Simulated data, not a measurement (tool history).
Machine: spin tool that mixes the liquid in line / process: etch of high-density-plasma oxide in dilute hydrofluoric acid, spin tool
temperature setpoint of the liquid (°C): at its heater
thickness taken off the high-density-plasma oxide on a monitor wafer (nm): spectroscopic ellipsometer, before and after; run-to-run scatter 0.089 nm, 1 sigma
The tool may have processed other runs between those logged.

run,day,temperature setpoint of the liquid (°C),parts of water to one part of 49 % hydrofluoric acid (parts by volume),time under the liquid (s),thickness taken off the high-density-plasma oxide on a monitor wafer (nm)
1,0,22,75,65,6.4762
2,0.258,22,75,45,4.4817
3,0.358,23.5,65,45,5.5803
4,0.525,23.5,65,65,7.9175
5,0.771,25.5,65,65,8.6113
6,0.871,26.5,65,65,9.0084
7,1.242,27,65,65,9.2854

Predict the results of run 8:
8,1.483,27.5,65,65,?

Run 8 came out at thickness taken off the high-density-plasma oxide on a monitor wafer (nm) 9.2784.

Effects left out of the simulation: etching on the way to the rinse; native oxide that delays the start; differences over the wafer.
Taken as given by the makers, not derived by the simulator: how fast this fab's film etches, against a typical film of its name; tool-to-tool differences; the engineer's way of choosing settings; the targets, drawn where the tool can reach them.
